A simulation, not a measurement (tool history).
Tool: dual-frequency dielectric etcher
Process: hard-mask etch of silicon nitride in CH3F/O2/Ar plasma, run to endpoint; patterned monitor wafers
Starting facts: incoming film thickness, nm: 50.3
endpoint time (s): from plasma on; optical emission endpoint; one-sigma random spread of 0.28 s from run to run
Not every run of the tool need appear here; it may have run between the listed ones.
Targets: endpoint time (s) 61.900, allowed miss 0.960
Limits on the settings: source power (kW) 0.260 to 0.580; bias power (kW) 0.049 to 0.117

run	hour	source power (kW)	bias power (kW)	endpoint time (s)
1	0.0	0.420	0.083	71.824
2	7.9	0.440	0.084	70.584
3	13.6	0.450	0.085	69.756
4	20.1	0.460	0.086	68.723
5	27.4	0.470	0.086	68.190
6	28.9	0.480	0.086	67.466
7	36.9	0.490	0.086	66.887
8	42.5	0.500	0.086	66.509
9	46.8	0.510	0.086	65.810
10	55.6	0.520	0.086	66.008
11	61.0	0.530	0.087	64.977

Pick the move, out of 4, that brings all results within their allowed miss; only one does.
A	66.4	0.510	0.081	?
B	66.4	0.580	0.096	?
C	66.4	0.480	0.104	?
D	66.4	0.530	0.084	?

move	endpoint time (s)
A	68.370
B	60.347
C	62.269
D	66.293
A: its largest miss is bigger than the last run's
B: carries the result that was furthest off beyond its target, to the other side
C: meets every target
D: its largest miss is bigger than the last run's
The right move is C.

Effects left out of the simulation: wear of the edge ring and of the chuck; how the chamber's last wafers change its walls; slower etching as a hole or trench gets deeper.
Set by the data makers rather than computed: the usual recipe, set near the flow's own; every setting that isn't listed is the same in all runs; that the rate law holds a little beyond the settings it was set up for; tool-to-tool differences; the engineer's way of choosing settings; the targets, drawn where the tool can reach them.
